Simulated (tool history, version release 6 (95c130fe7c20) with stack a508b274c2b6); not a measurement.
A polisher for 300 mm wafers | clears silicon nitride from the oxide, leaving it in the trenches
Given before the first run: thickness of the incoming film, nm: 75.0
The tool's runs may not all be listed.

run,hour,flow of slurry (ml/min),pressure of the wafer on the pad (kPa),speed of the pad under the wafer (cm/s),overpolish time after the end point (s),time until the end point was called (s)
1,0.0,235,13.1,124,14,127.77
2,8.6,235,12.4,124,14,133.79
3,12.2,210,12.4,124,14,134.25
4,13.0,210,14.5,124,14,116.74
5,19.5,210,13.1,124,14,130.53
6,26.6,205,12.4,124,14,135.53
7,33.9,205,11.7,124,14,140.33

Estimate the outcome of run 8 from the log above:
8,41.9,205,11.0,124,14,?

{"run 8": {"time until the end point was called (s)": 150.42}}
